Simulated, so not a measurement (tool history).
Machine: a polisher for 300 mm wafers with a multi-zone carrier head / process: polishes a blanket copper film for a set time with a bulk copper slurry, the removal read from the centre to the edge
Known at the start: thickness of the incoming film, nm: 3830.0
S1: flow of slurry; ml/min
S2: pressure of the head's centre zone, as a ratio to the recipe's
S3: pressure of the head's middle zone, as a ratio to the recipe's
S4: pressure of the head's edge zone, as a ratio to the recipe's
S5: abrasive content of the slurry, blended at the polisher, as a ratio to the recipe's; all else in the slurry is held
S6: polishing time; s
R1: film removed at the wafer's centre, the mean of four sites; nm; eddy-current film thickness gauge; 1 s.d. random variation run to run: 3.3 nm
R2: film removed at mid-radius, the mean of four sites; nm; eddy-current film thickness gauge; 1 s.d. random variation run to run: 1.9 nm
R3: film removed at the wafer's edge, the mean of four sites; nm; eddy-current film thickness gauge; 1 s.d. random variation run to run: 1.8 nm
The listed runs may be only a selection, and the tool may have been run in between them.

run	hour	S1	S2	S3	S4	S5	S6	R1	R2	R3
1	0.0	125	1.00	1.00	1.00	1.00	35	217.62	220.02	220.34
2	1.5	125	1.00	0.94	1.00	1.00	35	223.59	213.36	218.83
3	9.0	125	1.00	0.94	0.93	1.00	35	216.51	216.51	213.37
4	9.6	125	1.00	1.00	0.93	1.00	35	221.29	219.08	210.82
5	16.7	125	1.00	1.00	0.93	1.15	35	226.63	227.98	221.73
6	23.5	125	1.00	1.00	0.98	1.15	35	229.80	228.18	226.80
7	26.9	140	1.02	1.03	0.97	1.15	35	235.39	236.22	225.42
8	32.5	150	1.04	1.06	0.98	1.20	35	247.31	243.14	228.90
9	40.2	155	1.05	1.09	0.98	1.25	35	254.00	250.19	236.38
10	46.2	160	1.06	1.11	0.96	1.30	35	259.79	259.96	232.89
11	52.7	165	1.07	1.12	0.96	1.30	35	258.54	261.08	236.25
12	58.7	170	1.09	1.13	0.96	1.35	35	274.23	261.84	236.53
13	61.9	175	1.09	1.14	0.96	1.35	35	273.95	268.58	240.09
14	64.9	180	1.10	1.15	0.96	1.35	35	274.69	267.71	243.93

Run 15, settings as shown, results not yet in. Your forecast:
15	73.8	180	1.10	1.16	0.95	1.40	35	?	?	?

{"run 15": {"R1": 282.08, "R2": 274.03, "R3": 241.82}}
